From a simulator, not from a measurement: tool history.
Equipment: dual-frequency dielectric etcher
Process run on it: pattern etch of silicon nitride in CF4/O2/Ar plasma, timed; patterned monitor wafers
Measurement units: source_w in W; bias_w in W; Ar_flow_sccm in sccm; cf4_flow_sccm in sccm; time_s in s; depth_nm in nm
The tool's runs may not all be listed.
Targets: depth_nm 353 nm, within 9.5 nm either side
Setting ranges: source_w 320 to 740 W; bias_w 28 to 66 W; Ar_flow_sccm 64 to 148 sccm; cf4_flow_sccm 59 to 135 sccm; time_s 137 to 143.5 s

run 1 day=0 | source_w=530 bias_w=47 Ar_flow_sccm=106 cf4_flow_sccm=97 time_s=137 | depth_nm=284.71
run 2 day=0.371 | source_w=540 bias_w=47 Ar_flow_sccm=106 cf4_flow_sccm=97 time_s=137 | depth_nm=290.17
run 3 day=0.408 | source_w=540 bias_w=47 Ar_flow_sccm=88 cf4_flow_sccm=97 time_s=137 | depth_nm=297.78
run 4 day=0.462 | source_w=550 bias_w=47 Ar_flow_sccm=88 cf4_flow_sccm=97 time_s=137 | depth_nm=305.08
run 5 day=0.662 | source_w=550 bias_w=40 Ar_flow_sccm=88 cf4_flow_sccm=97 time_s=137 | depth_nm=286.73
run 6 day=0.821 | source_w=560 bias_w=40 Ar_flow_sccm=88 cf4_flow_sccm=97 time_s=137 | depth_nm=291.18
run 7 day=1.112 | source_w=570 bias_w=40 Ar_flow_sccm=88 cf4_flow_sccm=97 time_s=137 | depth_nm=296.06
run 8 day=1.283 | source_w=580 bias_w=40 Ar_flow_sccm=88 cf4_flow_sccm=97 time_s=137 | depth_nm=304.36
run 9 day=1.35 | source_w=590 bias_w=40 Ar_flow_sccm=88 cf4_flow_sccm=97 time_s=137 | depth_nm=306.34
run 10 day=1.721 | source_w=600 bias_w=40 Ar_flow_sccm=88 cf4_flow_sccm=97 time_s=137 | depth_nm=311.63
run 11 day=1.925 | source_w=610 bias_w=40 Ar_flow_sccm=88 cf4_flow_sccm=97 time_s=137 | depth_nm=314.14
run 12 day=2.067 | source_w=620 bias_w=40 Ar_flow_sccm=88 cf4_flow_sccm=97 time_s=137 | depth_nm=319.67
run 13 day=2.271 | source_w=630 bias_w=40 Ar_flow_sccm=88 cf4_flow_sccm=97 time_s=137 | depth_nm=324.49

Which one of the following 4 next-run settings gets every result inside its allowed miss? There is exactly one.
run A day=2.475 | source_w=660 bias_w=41 Ar_flow_sccm=106 cf4_flow_sccm=100 time_s=137.5 | depth_nm=?
run B day=2.475 | source_w=650 bias_w=45 Ar_flow_sccm=100 cf4_flow_sccm=87 time_s=142.5 | depth_nm=?
run C day=2.475 | source_w=540 bias_w=56 Ar_flow_sccm=80 cf4_flow_sccm=87 time_s=141.5 | depth_nm=?
run D day=2.475 | source_w=570 bias_w=47 Ar_flow_sccm=98 cf4_flow_sccm=129 time_s=137.5 | depth_nm=?

move=A depth_nm=333.4
move=B depth_nm=350.48
move=C depth_nm=328.76
move=D depth_nm=316.8
A: moves toward the targets from the last run without getting all of them in spec
B: each result inside its tolerance
C: moves toward the targets from the last run without getting all of them in spec
D: misses by more than the last run did
Correct choice: B, which meets every target
